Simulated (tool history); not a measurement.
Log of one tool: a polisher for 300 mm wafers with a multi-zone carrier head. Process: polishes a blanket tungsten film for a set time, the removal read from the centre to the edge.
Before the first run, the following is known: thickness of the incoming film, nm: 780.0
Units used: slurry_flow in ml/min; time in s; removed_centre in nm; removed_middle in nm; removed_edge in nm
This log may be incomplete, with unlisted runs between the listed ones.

run,hour,slurry_flow,centre_zone,middle_zone,edge_zone,slurry_solids,time,removed_centre,removed_middle,removed_edge
1,0,305,1,1,1,1,36,183.82,180.26,185.32
2,2,305,1.04,1.02,1.03,1.15,38,208.58,203.99,204.37
3,9,305,1.07,1.01,1.06,1.25,39,234.89,212.08,220.17
4,13.6,305,1.07,1.01,1.06,1.4,39,234.91,214.4,222.53
5,18.7,310,1.08,1.03,1.09,1.45,39,243.71,221.81,233.32
6,24,315,1.1,1.05,1.1,1.45,39,249.9,225.43,234.04
7,25.8,320,1.11,1.07,1.12,1.45,39,246.61,232.07,236.38
8,28.1,320,1.13,1.07,1.13,1.45,39,251.5,229.38,235.58
9,31.9,325,1.14,1.08,1.14,1.45,39,252.57,231.82,232.31
# hour 33.5: worn pad replaced by a new one
10,33.5,325,1.14,1.08,1.15,1.45,40,296.82,264.48,271.95

Run 11 is up next; what results do you expect?
11,37.3,310,1.13,1.08,1.14,1.45,40,?,?,?

{"run 11": {"removed_centre": 283.5, "removed_middle": 260.43, "removed_edge": 266.85}}

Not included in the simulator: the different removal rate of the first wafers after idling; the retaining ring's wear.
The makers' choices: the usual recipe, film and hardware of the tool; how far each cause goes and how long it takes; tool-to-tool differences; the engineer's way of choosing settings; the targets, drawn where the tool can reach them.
